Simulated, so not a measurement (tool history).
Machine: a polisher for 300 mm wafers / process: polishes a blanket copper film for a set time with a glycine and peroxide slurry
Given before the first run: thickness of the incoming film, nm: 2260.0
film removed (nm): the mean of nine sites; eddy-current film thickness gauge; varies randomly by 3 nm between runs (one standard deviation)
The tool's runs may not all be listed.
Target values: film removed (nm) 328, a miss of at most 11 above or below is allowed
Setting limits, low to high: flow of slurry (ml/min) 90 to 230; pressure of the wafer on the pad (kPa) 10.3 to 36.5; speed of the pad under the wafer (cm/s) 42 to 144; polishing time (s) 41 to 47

run    day  flow of slurry (ml/min)  pressure of the wafer on the pad (kPa)  speed of the pad under the wafer (cm/s)  polishing time (s)  film removed (nm)
  1      0                      150                                    23.4                                       92                  47              239.8
  2  0.208                      155                                    25.5                                       92                  47             263.43
  3  0.454                      120                                    25.5                                       92                  47             250.55
  4  0.596                      120                                    25.5                                       92                  41             213.62
  5  0.858                      145                                    26.9                                       92                  41             238.58
  6  1.142                      155                                      29                                       92                  41             257.49
  7  1.358                      165                                    30.3                                       92                  41             267.71
  8  1.383                      170                                    31.7                                       92                  41             279.21

Exercise: of the 4 proposed moves below, exactly one satisfies all targets within the stated allowed misses. Which move is it?
  A  1.408                      185                                      31                                       76                  42                  ?
  B  1.408                      140                                    36.5                                      112                  42                  ?
  C  1.408                      155                                      29                                       98                  41                  ?
  D  1.408                      165                                    33.8                                       90                  47                  ?

move  film removed (nm)
   A              245.5
   B             356.34
   C              261.5
   D             326.32
A: further off than the last run
B: moves the result that the last run missed by most past its target, out the other side
C: further off than the last run
D: hits every target within its allowed miss
D meets every target.
